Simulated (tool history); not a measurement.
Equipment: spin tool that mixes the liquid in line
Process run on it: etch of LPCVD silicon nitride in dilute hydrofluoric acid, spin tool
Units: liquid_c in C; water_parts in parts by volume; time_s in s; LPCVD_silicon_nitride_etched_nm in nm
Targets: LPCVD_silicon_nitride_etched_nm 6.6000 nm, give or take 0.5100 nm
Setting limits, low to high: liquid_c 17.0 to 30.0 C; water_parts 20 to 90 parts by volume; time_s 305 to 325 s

| run | hour | liquid_c | water_parts | time_s | LPCVD_silicon_nitride_etched_nm |
|---|---|---|---|---|---|
| 1 | 0.0 | 22.0 | 50 | 305 | 2.5756 |
| 2 | 5.7 | 24.0 | 45 | 310 | 3.3079 |
| 3 | 8.9 | 25.5 | 40 | 310 | 4.1035 |
| 4 | 15.4 | 26.5 | 35 | 310 | 4.8922 |
| 5 | 20.8 | 27.5 | 35 | 310 | 5.3850 |
| 6 | 24.0 | 27.5 | 35 | 305 | 5.3112 |
| 7 | 24.9 | 27.5 | 35 | 305 | 5.1698 |
| 8 | 32.8 | 30.0 | 30 | 305 | 7.3469 |

Exercise: of the 5 proposed moves below, exactly one satisfies all targets within the stated allowed misses. Which move is it?
| A | 40.7 | 25.0 | 25 | 320 | ? |
| B | 40.7 | 28.0 | 25 | 325 | ? |
| C | 40.7 | 30.0 | 25 | 320 | ? |
| D | 40.7 | 29.5 | 25 | 315 | ? |
| E | 40.7 | 30.0 | 25 | 315 | ? |

| move | LPCVD_silicon_nitride_etched_nm |
|---|---|
| A | 6.5630 |
| B | 8.1525 |
| C | 9.1590 |
| D | 8.7249 |
| E | 9.0159 |
A: meets every target
B: lands further from the targets than the last run did
C: lands further from the targets than the last run did
D: lands further from the targets than the last run did
E: lands further from the targets than the last run did
The move that meets every target is A.

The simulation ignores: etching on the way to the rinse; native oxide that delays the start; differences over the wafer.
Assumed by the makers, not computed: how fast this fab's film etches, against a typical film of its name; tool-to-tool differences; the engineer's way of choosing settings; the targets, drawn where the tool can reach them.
